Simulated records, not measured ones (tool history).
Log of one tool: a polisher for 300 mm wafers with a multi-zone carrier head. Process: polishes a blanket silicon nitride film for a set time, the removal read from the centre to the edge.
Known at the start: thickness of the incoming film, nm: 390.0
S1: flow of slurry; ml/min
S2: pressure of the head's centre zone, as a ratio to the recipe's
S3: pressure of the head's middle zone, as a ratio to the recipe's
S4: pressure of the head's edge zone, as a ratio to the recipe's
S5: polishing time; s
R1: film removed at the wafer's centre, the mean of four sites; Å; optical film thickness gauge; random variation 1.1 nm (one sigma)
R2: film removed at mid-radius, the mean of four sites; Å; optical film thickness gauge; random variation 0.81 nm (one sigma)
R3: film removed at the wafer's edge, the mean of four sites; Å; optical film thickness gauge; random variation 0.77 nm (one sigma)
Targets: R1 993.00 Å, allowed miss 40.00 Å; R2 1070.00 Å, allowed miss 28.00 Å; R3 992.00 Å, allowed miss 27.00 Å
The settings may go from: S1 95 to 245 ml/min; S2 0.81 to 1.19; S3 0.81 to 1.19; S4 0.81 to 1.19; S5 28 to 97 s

Run 1, hour 0.0: S1 155 ml/min, S2 1.00, S3 1.00, S4 1.00, S5 62 s. Result: R1 1237.80 Å, R2 1248.50 Å, R3 1232.50 Å.
Run 2, hour 5.9: S1 155 ml/min, S2 1.04, S3 1.00, S4 1.00, S5 62 s. Result: R1 1302.30 Å, R2 1255.00 Å, R3 1222.10 Å.
Run 3, hour 12.8: S1 180 ml/min, S2 1.04, S3 1.00, S4 1.00, S5 62 s. Result: R1 1345.40 Å, R2 1287.50 Å, R3 1265.40 Å.
Run 4, hour 14.6: S1 160 ml/min, S2 1.04, S3 1.00, S4 1.00, S5 62 s. Result: R1 1309.10 Å, R2 1250.60 Å, R3 1240.00 Å.
Run 5, hour 18.3: S1 160 ml/min, S2 1.04, S3 1.00, S4 1.00, S5 50 s. Result: R1 1069.70 Å, R2 1012.50 Å, R3 1003.00 Å.
Run 6, hour 19.9: S1 160 ml/min, S2 1.04, S3 0.92, S4 1.00, S5 50 s. Result: R1 1060.30 Å, R2 974.82 Å, R3 1001.90 Å.
Run 7, hour 21.8: S1 160 ml/min, S2 1.03, S3 0.94, S4 0.99, S5 50 s. Result: R1 1045.10 Å, R2 967.86 Å, R3 1019.70 Å.
Run 8, hour 29.4: S1 160 ml/min, S2 1.02, S3 0.96, S4 0.99, S5 50 s. Result: R1 1053.40 Å, R2 980.97 Å, R3 1006.20 Å.
Run 9, hour 32.3: S1 160 ml/min, S2 1.01, S3 0.98, S4 0.99, S5 50 s. Result: R1 1034.60 Å, R2 998.41 Å, R3 1001.40 Å.
Run 10, hour 38.8: S1 160 ml/min, S2 1.00, S3 0.99, S4 0.99, S5 50 s. Result: R1 1016.00 Å, R2 1012.40 Å, R3 1008.40 Å.
Run 11, hour 46.6: S1 160 ml/min, S2 1.00, S3 1.00, S4 0.98, S5 50 s. Result: R1 1007.50 Å, R2 1006.10 Å, R3 1016.60 Å.
Run 12, hour 53.7: S1 160 ml/min, S2 1.00, S3 1.02, S4 0.98, S5 50 s. Result: R1 1038.20 Å, R2 1012.80 Å, R3 1000.20 Å.
Run 13, hour 61.5: S1 160 ml/min, S2 0.99, S3 1.04, S4 0.98, S5 50 s. Result: R1 990.95 Å, R2 1034.60 Å, R3 995.55 Å.
Run 14, hour 68.7: S1 160 ml/min, S2 0.99, S3 1.05, S4 0.98, S5 50 s. Result: R1 992.82 Å, R2 1056.20 Å, R3 1004.20 Å.

Which of these 4 next moves meets every target?
Run A, hour 75.9: S1 120 ml/min, S2 0.96, S3 1.03, S4 1.04, S5 52 s. Result: R1 ?, R2 ?, R3 ?.
Run B, hour 75.9: S1 100 ml/min, S2 0.96, S3 1.06, S4 0.88, S5 56 s. Result: R1 ?, R2 ?, R3 ?.
Run C, hour 75.9: S1 200 ml/min, S2 0.91, S3 0.99, S4 0.98, S5 49 s. Result: R1 ?, R2 ?, R3 ?.
Run D, hour 75.9: S1 175 ml/min, S2 0.97, S3 1.01, S4 0.93, S5 49 s. Result: R1 ?, R2 ?, R3 ?.

move       R1       R2       R3
   A   984.03  1032.80  1016.50
   B  1014.90  1088.90   985.07
   C   965.70  1035.30   989.03
   D  1008.30  1027.10   951.30
A: further off than the last run
B: meets every target
C: further off than the last run
D: further off than the last run
Move B is the one to make.
